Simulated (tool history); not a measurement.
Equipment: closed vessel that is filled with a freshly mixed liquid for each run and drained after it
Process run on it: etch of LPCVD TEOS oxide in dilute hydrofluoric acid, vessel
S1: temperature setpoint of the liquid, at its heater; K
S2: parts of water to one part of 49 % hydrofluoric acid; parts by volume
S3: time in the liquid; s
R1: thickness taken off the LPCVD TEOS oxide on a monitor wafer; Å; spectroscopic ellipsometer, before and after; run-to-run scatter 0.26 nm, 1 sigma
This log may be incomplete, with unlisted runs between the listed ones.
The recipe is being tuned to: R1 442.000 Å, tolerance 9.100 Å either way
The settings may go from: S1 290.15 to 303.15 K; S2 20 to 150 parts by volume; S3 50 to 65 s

{"run": 1, "hour": 0.0, "S1": 295.15, "S2": 85, "S3": 65, "R1": 133.84}
{"run": 2, "hour": 5.2, "S1": 292.65, "S2": 85, "S3": 65, "R1": 121.04}
{"run": 3, "hour": 7.2, "S1": 292.65, "S2": 100, "S3": 65, "R1": 101.22}
{"run": 4, "hour": 14.3, "S1": 292.65, "S2": 110, "S3": 65, "R1": 90.558}
{"run": 5, "hour": 21.3, "S1": 292.65, "S2": 95, "S3": 65, "R1": 106.99}
{"run": 6, "hour": 28.1, "S1": 293.65, "S2": 85, "S3": 65, "R1": 125.66}
{"run": 7, "hour": 32.2, "S1": 294.65, "S2": 80, "S3": 65, "R1": 139.64}
{"run": 8, "hour": 35.0, "S1": 295.65, "S2": 75, "S3": 65, "R1": 157.56}
{"run": 9, "hour": 39.6, "S1": 296.65, "S2": 70, "S3": 65, "R1": 177.11}
{"run": 10, "hour": 48.8, "S1": 297.15, "S2": 65, "S3": 65, "R1": 194.07}
{"run": 11, "hour": 56.4, "S1": 297.65, "S2": 60, "S3": 65, "R1": 216.42}
{"hour": 62.0, "done": "thermometer replaced"}
{"run": 12, "hour": 62.0, "S1": 301.65, "S2": 30, "S3": 65, "R1": 578.44}
{"run": 13, "hour": 69.6, "S1": 301.15, "S2": 30, "S3": 65, "R1": 560.98}
{"run": 14, "hour": 71.4, "S1": 300.65, "S2": 30, "S3": 65, "R1": 550.86}
{"run": 15, "hour": 75.9, "S1": 300.15, "S2": 30, "S3": 65, "R1": 539.99}
{"run": 16, "hour": 79.6, "S1": 299.65, "S2": 30, "S3": 65, "R1": 530.8}
{"run": 17, "hour": 86.3, "S1": 299.65, "S2": 30, "S3": 65, "R1": 533.62}

Which of these 4 next moves meets every target?
{"run": "A", "hour": 93.0, "S1": 300.15, "S2": 30, "S3": 50, "R1": "?"}
{"run": "B", "hour": 93.0, "S1": 299.65, "S2": 20, "S3": 60, "R1": "?"}
{"run": "C", "hour": 93.0, "S1": 300.15, "S2": 30, "S3": 55, "R1": "?"}
{"run": "D", "hour": 93.0, "S1": 299.15, "S2": 30, "S3": 55, "R1": "?"}

move=A R1=416.600
move=B R1=745.430
move=C R1=458.260
move=D R1=439.820
A: the result that was furthest off in the last run now lies on the other side of its target
B: its largest miss is bigger than the last run's
C: nearer than the last run, and not there yet
D: in spec on every target
Move D is the one to make.
